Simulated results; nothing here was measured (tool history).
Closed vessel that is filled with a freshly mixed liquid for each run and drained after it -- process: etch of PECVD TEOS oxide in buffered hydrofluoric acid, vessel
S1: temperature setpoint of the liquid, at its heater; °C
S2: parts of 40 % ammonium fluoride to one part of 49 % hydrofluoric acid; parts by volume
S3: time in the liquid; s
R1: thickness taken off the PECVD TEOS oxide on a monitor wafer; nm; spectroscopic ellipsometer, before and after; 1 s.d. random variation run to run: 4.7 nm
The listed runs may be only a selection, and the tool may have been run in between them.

run,hour,S1,S2,S3,R1
1,0.0,21.0,10.0,105,324.17
2,5.0,21.0,7.5,105,424.66
3,10.6,23.5,7.5,105,483.42
4,14.2,23.5,9.0,105,399.75
5,16.6,23.5,11.0,105,341.66
6,25.4,23.5,13.5,105,279.68
7,29.3,25.0,11.5,105,354.98
8,33.6,25.0,11.5,105,355.55

What does the tool deliver on the next run?
9,37.2,26.5,10.0,105,?

R1: 439.60 nm

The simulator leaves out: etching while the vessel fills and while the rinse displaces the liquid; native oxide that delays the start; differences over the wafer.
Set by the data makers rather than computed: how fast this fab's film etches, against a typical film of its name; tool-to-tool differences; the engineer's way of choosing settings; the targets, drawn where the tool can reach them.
